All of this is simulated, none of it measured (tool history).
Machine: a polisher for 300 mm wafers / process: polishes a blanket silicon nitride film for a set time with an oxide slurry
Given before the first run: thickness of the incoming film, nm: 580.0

run,hour,flow of slurry (ml/min),pressure of the wafer on the pad (kPa),speed of the pad under the wafer (cm/s),abrasive content of the slurry,polishing time (s),film removed (Å)
1,0.0,225,24.8,138,1.00,83,605.31
2,6.4,225,24.8,138,0.85,83,581.03
3,14.4,225,26.9,140,0.85,83,640.13
4,19.4,225,26.9,108,0.85,83,507.77
5,22.7,225,29.0,110,0.85,83,563.72
6,24.8,225,29.0,110,0.85,88,606.16
7,30.3,225,30.3,110,0.85,88,620.69

What will run 8 give?
8,33.4,225,31.7,112,0.85,88,?

film removed (Å): 665.61

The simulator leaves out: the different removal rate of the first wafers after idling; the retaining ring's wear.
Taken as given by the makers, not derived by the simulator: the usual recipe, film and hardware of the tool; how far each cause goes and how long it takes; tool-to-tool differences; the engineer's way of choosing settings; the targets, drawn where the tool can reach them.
